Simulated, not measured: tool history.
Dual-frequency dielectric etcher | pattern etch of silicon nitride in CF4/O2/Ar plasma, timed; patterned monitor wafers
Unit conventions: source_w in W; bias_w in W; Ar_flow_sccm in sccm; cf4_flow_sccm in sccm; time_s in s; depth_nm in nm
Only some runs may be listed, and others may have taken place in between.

run 1 hour=0.0 | source_w=420 bias_w=65 Ar_flow_sccm=138 cf4_flow_sccm=85 time_s=254.5 | depth_nm=422.26
run 2 hour=4.0 | source_w=420 bias_w=65 Ar_flow_sccm=121 cf4_flow_sccm=85 time_s=254.5 | depth_nm=429.22
run 3 hour=12.5 | source_w=430 bias_w=65 Ar_flow_sccm=121 cf4_flow_sccm=85 time_s=254.5 | depth_nm=438.51
run 4 hour=18.4 | source_w=430 bias_w=65 Ar_flow_sccm=121 cf4_flow_sccm=72 time_s=254.5 | depth_nm=429.79
run 5 hour=24.2 | source_w=430 bias_w=65 Ar_flow_sccm=121 cf4_flow_sccm=65 time_s=254.5 | depth_nm=422.41
run 6 hour=29.6 | source_w=430 bias_w=65 Ar_flow_sccm=121 cf4_flow_sccm=65 time_s=254.5 | depth_nm=420.69
run 7 hour=34.1 | source_w=500 bias_w=65 Ar_flow_sccm=121 cf4_flow_sccm=65 time_s=254.5 | depth_nm=489.01
run 8 hour=37.3 | source_w=500 bias_w=65 Ar_flow_sccm=121 cf4_flow_sccm=65 time_s=254.5 | depth_nm=488.19

Run 9 is up next; what results do you expect?
run 9 hour=39.2 | source_w=500 bias_w=65 Ar_flow_sccm=121 cf4_flow_sccm=65 time_s=254.5 | depth_nm=?

Logged for run 9: depth_nm 489.09 nm.
